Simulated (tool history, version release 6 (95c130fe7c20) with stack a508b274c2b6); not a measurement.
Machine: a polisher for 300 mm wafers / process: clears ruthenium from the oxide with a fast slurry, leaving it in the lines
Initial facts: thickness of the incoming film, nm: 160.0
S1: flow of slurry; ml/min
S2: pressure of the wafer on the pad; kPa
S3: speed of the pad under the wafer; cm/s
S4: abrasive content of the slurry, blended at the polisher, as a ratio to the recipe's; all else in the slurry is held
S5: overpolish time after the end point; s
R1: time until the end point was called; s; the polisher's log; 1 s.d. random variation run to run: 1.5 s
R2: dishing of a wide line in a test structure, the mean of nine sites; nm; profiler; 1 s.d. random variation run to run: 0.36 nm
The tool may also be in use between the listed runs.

run 1 day=0 | S1=120 S2=13.1 S3=108 S4=1 S5=29 | R1=60.087 R2=66.242
run 2 day=0.188 | S1=120 S2=13.1 S3=92 S4=1 S5=29 | R1=67.582 R2=60.783
run 3 day=0.388 | S1=120 S2=13.1 S3=92 S4=1 S5=41 | R1=69.175 R2=79.899
run 4 day=0.45 | S1=105 S2=13.1 S3=92 S4=1 S5=41 | R1=70.582 R2=76.982
run 5 day=0.683 | S1=105 S2=13.1 S3=112 S4=1 S5=41 | R1=58.913 R2=90.755
run 6 day=0.85 | S1=100 S2=13.1 S3=106 S4=1 S5=36 | R1=61.669 R2=77.311
run 7 day=1.092 | S1=95 S2=12.4 S3=102 S4=1 S5=32 | R1=68.288 R2=63.165
run 8 day=1.262 | S1=90 S2=11.7 S3=102 S4=1 S5=29 | R1=72.997 R2=54.66
run 9 day=1.3 | S1=120 S2=8.3 S3=82 S4=1 S5=15 | R1=121.46 R2=18.457
run 10 day=1.608 | S1=130 S2=8.3 S3=86 S4=1.05 S5=14 | R1=112.83 R2=19.485
run 11 day=1.7 | S1=140 S2=8.3 S3=90 S4=1.1 S5=13 | R1=104.75 R2=19.575
run 12 day=1.8 | S1=145 S2=8.3 S3=94 S4=1.15 S5=12 | R1=94.752 R2=19.19
-- day=2.1 head pressure recalibrated
run 13 day=2.1 | S1=145 S2=8.3 S3=94 S4=1.2 S5=12 | R1=85.501 R2=21.167
run 14 day=2.183 | S1=150 S2=8.3 S3=94 S4=1.2 S5=12 | R1=82.181 R2=21.313
run 15 day=2.383 | S1=155 S2=8.3 S3=94 S4=1.2 S5=12 | R1=81.404 R2=21.146

Run 16 is up next; what results do you expect?
run 16 day=2.721 | S1=160 S2=8.3 S3=94 S4=1.2 S5=12 | R1=? R2=?

R1: 80.37 s
R2: 21.303 nm
